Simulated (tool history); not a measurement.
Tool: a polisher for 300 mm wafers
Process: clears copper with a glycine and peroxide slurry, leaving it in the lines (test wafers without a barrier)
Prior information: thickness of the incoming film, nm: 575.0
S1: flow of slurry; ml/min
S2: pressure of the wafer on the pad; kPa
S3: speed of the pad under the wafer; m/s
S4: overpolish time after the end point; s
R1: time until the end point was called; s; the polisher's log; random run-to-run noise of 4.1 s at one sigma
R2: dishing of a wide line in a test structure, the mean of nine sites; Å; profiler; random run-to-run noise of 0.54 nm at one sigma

run 1 day=0 | S1=130 S2=13.1 S3=0.86 S4=12 | R1=196.26 R2=269.96
run 2 day=0.371 | S1=130 S2=15.9 S3=0.86 S4=12 | R1=167.82 R2=300.12
run 3 day=0.567 | S1=130 S2=13.8 S3=0.84 S4=12 | R1=197.09 R2=266.62
run 4 day=0.804 | S1=130 S2=17.2 S3=0.84 S4=12 | R1=169.11 R2=325.84
run 5 day=0.858 | S1=130 S2=15.2 S3=0.82 S4=13 | R1=188.39 R2=327.91
run 6 day=0.946 | S1=130 S2=15.2 S3=0.74 S4=13 | R1=198.54 R2=296.24
run 7 day=1.088 | S1=130 S2=13.8 S3=0.72 S4=13 | R1=219.24 R2=275.57

What will run 8 give?
run 8 day=1.358 | S1=130 S2=13.1 S3=0.72 S4=13 | R1=? R2=?

R1: 226.79 s
R2: 258.41 Å
